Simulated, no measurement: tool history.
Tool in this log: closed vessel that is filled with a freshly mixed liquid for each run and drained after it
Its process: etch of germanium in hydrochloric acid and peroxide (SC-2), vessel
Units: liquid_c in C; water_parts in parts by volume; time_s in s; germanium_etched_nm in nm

run	hour	liquid_c	water_parts	time_s	germanium_etched_nm
1	0	53	8.5	90	297.96
2	1.9	53	7	90	303.2
3	4.2	53.5	7	90	304.11
4	11.6	47	7	90	246.99
5	20.3	43.5	7	90	221.69
6	23.4	43.5	6	90	223.06
7	29.1	45	6	90	235.14
8	35.9	46	6	90	244.68
9	41.5	54	5.5	90	315.77

Run 10 has not been measured yet. What should we expect?
10	48.8	54.5	5.5	90	?

germanium_etched_nm: 320.54 nm
